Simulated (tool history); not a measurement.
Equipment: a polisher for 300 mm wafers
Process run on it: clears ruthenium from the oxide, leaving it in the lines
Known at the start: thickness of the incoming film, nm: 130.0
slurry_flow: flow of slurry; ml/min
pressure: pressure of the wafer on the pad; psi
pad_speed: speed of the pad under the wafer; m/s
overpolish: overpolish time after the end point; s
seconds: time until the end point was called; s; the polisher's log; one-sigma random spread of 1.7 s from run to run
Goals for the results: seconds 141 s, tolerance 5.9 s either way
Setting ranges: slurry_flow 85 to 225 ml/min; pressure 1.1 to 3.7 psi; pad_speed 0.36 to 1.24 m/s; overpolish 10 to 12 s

run	hour	slurry_flow	pressure	pad_speed	overpolish	seconds
1	0	145	2.4	0.8	12	114.66
2	1.3	145	2.3	0.8	12	120.24
3	4.9	110	2.3	0.8	12	125.47
4	7.3	110	2.3	0.98	12	102.43
5	14.5	110	2.3	0.98	12	104.14
6	16.9	110	2.2	0.98	12	106.58
7	19.4	110	2.1	0.98	12	116.18
8	21.1	110	2	0.98	12	119.08
9	25.7	110	1.9	0.98	12	125.02
10	33.8	105	1.8	0.98	12	134

Which of these 5 next moves meets every target?
A	41.9	85	2.1	0.94	10	?
B	41.9	125	1.5	1.06	12	?
C	41.9	145	1.9	0.9	12	?
D	41.9	85	1.8	1.12	10	?
E	41.9	95	1.9	1	11	?

move	seconds
A	125.43
B	139.94
C	127.18
D	122.63
E	126.04
A: moves away from the targets compared with the last run
B: meets every target
C: moves away from the targets compared with the last run
D: moves away from the targets compared with the last run
E: moves away from the targets compared with the last run
B is the move that brings every result within its allowed miss.

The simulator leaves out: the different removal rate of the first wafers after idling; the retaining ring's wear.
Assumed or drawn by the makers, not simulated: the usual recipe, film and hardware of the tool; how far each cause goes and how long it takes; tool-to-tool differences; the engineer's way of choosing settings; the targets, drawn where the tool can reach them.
